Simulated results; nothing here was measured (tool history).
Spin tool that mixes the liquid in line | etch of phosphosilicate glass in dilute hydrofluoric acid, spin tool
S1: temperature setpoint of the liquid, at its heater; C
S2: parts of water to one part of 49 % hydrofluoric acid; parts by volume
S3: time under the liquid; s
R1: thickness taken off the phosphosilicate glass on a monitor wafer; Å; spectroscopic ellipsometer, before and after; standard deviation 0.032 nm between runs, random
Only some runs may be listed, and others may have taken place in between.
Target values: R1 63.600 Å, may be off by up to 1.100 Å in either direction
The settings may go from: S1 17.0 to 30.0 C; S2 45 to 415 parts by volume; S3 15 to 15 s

Run 1, day 0.000: S1 22.0 C, S2 230 parts by volume, S3 15 s. Result: R1 34.005 Å.
Run 2, day 0.283: S1 22.0 C, S2 230 parts by volume, S3 15 s. Result: R1 33.824 Å.
Run 3, day 0.617: S1 24.0 C, S2 230 parts by volume, S3 15 s. Result: R1 36.944 Å.
Run 4, day 0.708: S1 27.0 C, S2 230 parts by volume, S3 15 s. Result: R1 40.483 Å.
Run 5, day 0.992: S1 28.5 C, S2 230 parts by volume, S3 15 s. Result: R1 42.939 Å.
Run 6, day 1.029: S1 30.0 C, S2 230 parts by volume, S3 15 s. Result: R1 45.063 Å.
Run 7, day 1.167: S1 30.0 C, S2 220 parts by volume, S3 15 s. Result: R1 47.544 Å.
Run 8, day 1.338: S1 30.0 C, S2 210 parts by volume, S3 15 s. Result: R1 50.095 Å.
Run 9, day 1.467: S1 30.0 C, S2 205 parts by volume, S3 15 s. Result: R1 52.563 Å.

Pick the move, out of 4, that brings all results within their allowed miss; only one does.
Run A, day 1.596: S1 30.0 C, S2 175 parts by volume, S3 15 s. Result: R1 ?.
Run B, day 1.596: S1 30.0 C, S2 155 parts by volume, S3 15 s. Result: R1 ?.
Run C, day 1.596: S1 30.0 C, S2 185 parts by volume, S3 15 s. Result: R1 ?.
Run D, day 1.596: S1 24.0 C, S2 140 parts by volume, S3 15 s. Result: R1 ?.

move      R1
   A  63.424
   B  73.470
   C  59.245
   D  66.301
A: all results in spec
B: pushes the last run's worst result past its target
C: nearer than the last run, and not there yet
D: pushes the last run's worst result past its target
Move A is the one to make.
